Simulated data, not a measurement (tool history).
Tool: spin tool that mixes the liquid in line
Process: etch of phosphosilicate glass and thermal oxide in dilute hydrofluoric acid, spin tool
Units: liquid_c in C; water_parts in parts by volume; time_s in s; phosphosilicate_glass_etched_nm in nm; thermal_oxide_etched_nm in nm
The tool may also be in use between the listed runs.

run,day,liquid_c,water_parts,time_s,phosphosilicate_glass_etched_nm,thermal_oxide_etched_nm
1,0.000,26.0,90,30,30.997,1.6279
2,0.067,28.0,90,30,33.297,1.7518
3,0.179,29.5,90,30,34.859,1.8514
4,0.308,29.5,65,30,50.721,2.6673
5,0.333,29.5,65,45,77.085,3.9974
6,0.421,31.0,65,45,80.335,4.1949
7,0.462,28.5,70,45,67.594,3.5715
8,0.654,26.0,70,45,62.020,3.1938

Run 9 comes next. What will it give?
9,0.750,24.5,70,45,?,?

{"run 9": {"phosphosilicate_glass_etched_nm": 57.756, "thermal_oxide_etched_nm": 3.0049}}

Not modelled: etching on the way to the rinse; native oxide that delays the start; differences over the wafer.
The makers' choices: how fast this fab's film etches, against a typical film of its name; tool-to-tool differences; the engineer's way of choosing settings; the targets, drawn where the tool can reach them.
